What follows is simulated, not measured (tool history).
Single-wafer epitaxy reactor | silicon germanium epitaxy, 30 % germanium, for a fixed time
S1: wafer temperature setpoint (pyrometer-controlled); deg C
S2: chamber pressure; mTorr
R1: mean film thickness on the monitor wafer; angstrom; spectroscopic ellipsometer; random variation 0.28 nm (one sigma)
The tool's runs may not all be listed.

{"run": 1, "hour": 0.0, "S1": 585, "S2": 23500, "R1": 468.91}
{"run": 2, "hour": 5.4, "S1": 585, "S2": 20100, "R1": 447.78}
{"run": 3, "hour": 8.5, "S1": 577, "S2": 20100, "R1": 375.97}
{"run": 4, "hour": 16.6, "S1": 584, "S2": 20200, "R1": 442.47}
{"hour": 19.2, "done": "pyrometer calibrated"}
{"run": 5, "hour": 19.2, "S1": 584, "S2": 23400, "R1": 507.32}
{"run": 6, "hour": 20.8, "S1": 587, "S2": 23400, "R1": 536.73}
{"run": 7, "hour": 26.0, "S1": 589, "S2": 23400, "R1": 557.6}
{"run": 8, "hour": 28.5, "S1": 590, "S2": 23400, "R1": 567.73}
{"run": 9, "hour": 37.5, "S1": 591, "S2": 23400, "R1": 580.31}

Run 10 comes next. What will it give?
{"run": 10, "hour": 45.0, "S1": 592, "S2": 23400, "R1": "?"}

Run 10 gave R1 592.03 angstrom.
